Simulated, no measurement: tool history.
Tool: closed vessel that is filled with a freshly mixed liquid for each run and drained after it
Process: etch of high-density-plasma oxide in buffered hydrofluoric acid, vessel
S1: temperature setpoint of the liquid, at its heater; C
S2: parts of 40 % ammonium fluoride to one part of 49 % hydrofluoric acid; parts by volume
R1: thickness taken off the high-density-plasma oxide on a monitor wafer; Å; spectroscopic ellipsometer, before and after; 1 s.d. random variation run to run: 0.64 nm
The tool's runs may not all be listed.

Run 1, hour 0.0: S1 20.0 C, S2 7.0 parts by volume, time in the liquid (s) 105. Result: R1 1395.30 Å.
Run 2, hour 3.1: S1 20.5 C, S2 7.0 parts by volume, time in the liquid (s) 105. Result: R1 1441.80 Å.
Run 3, hour 9.4: S1 20.5 C, S2 9.0 parts by volume, time in the liquid (s) 105. Result: R1 1091.20 Å.
Run 4, hour 11.6: S1 20.5 C, S2 11.0 parts by volume, time in the liquid (s) 105. Result: R1 934.08 Å.
Run 5, hour 13.6: S1 24.0 C, S2 11.0 parts by volume, time in the liquid (s) 105. Result: R1 1129.50 Å.
Run 6, hour 18.7: S1 24.0 C, S2 11.0 parts by volume, time in the liquid (s) 105. Result: R1 1135.70 Å.
Run 7, hour 25.0: S1 25.5 C, S2 10.5 parts by volume, time in the liquid (s) 105. Result: R1 1294.50 Å.

The next listed run, before its measurement:
Run 8, hour 30.4: S1 26.5 C, S2 10.5 parts by volume, time in the liquid (s) 105. Result: R1 ?.

Run 8 gave R1 1363.40 Å.
